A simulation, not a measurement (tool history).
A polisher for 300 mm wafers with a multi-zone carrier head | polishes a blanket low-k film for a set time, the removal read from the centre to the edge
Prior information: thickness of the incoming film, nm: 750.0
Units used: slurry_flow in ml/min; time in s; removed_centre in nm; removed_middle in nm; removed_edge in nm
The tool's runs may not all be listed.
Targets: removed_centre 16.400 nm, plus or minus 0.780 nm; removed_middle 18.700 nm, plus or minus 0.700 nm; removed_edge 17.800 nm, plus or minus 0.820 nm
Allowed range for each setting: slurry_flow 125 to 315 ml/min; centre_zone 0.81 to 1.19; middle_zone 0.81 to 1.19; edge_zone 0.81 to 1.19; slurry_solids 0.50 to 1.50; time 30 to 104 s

run  hour  slurry_flow  centre_zone  middle_zone  edge_zone  slurry_solids  time  removed_centre  removed_middle  removed_edge
  1   0.0          205         1.00         1.00       1.00           1.00    67          22.370          22.253        20.890
  2   4.3          205         1.00         1.00       1.00           0.90    67          20.612          20.686        19.962
  3   6.4          250         1.00         1.00       1.00           0.90    67          21.999          20.985        20.465
  4   7.7          250         1.00         1.00       1.00           0.75    67          18.989          19.131        17.969
  5  15.1          250         1.00         1.00       0.94           0.75    67          19.592          19.204        17.719
  6  21.5          225         1.00         1.00       0.94           0.75    67          18.550          19.355        17.649
  7  28.0          215         0.98         0.99       0.95           0.75    67          18.560          18.995        17.818
  8  30.1          210         0.96         0.99       0.96           0.75    67          17.655          18.444        17.682
  9  37.5          205         0.95         1.00       0.96           0.75    67          17.764          18.503        17.378
 10  40.1          185         0.94         1.01       0.98           0.75    67          17.319          18.492        17.193
 11  44.2          185         0.86         1.00       1.03           0.80    67          16.828          19.452        18.377

Next run, 4 choices. One meets every target within its allowed miss, the rest don't. Which?
  A  48.3          220         0.95         1.15       0.92           0.90    59               ?               ?             ?
  B  48.3          145         1.04         1.04       0.92           0.75    66               ?               ?             ?
  C  48.3          175         1.02         1.07       0.90           0.80    64               ?               ?             ?
  D  48.3          210         0.87         1.02       1.00           0.80    64               ?               ?             ?

move  removed_centre  removed_middle  removed_edge
   A          17.571          20.622        17.087
   B          17.901          17.962        16.513
   C          18.334          19.095        16.817
   D          16.427          18.800        18.007
A: the biggest miss grows against the last run
B: takes the result that was furthest off past its target
C: brings the last run's worst result on target, with another outside its allowed miss
D: all results land within tolerance of their targets
The move that meets every target is D.

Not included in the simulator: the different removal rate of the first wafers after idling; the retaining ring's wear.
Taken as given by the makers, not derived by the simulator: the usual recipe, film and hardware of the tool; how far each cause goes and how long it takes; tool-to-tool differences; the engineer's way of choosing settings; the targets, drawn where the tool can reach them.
